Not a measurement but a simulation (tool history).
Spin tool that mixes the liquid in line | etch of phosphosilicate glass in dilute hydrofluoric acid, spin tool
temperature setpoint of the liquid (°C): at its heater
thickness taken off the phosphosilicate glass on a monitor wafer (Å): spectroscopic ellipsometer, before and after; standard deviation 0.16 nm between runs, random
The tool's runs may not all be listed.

run	hour	temperature setpoint of the liquid (°C)	parts of water to one part of 49 % hydrofluoric acid (parts by volume)	time under the liquid (s)	thickness taken off the phosphosilicate glass on a monitor wafer (Å)
1	0.0	20.0	55	15	143.44
2	2.7	20.0	55	15	142.95
3	9.7	20.0	55	15	142.50
4	15.3	20.0	40	15	199.74
5	22.9	21.0	40	15	207.73
6	24.6	21.0	55	15	149.69
7	33.0	22.0	50	15	173.73
8	38.6	23.0	50	15	177.79
9	39.4	23.5	50	15	185.09
10	43.6	24.0	50	15	186.72
11	51.9	24.5	50	15	190.56
12	54.9	25.0	50	15	195.19
13	61.9	25.5	50	15	199.09

What will run 14 give?
14	63.7	26.0	50	15	?

thickness taken off the phosphosilicate glass on a monitor wafer (Å): 204.05

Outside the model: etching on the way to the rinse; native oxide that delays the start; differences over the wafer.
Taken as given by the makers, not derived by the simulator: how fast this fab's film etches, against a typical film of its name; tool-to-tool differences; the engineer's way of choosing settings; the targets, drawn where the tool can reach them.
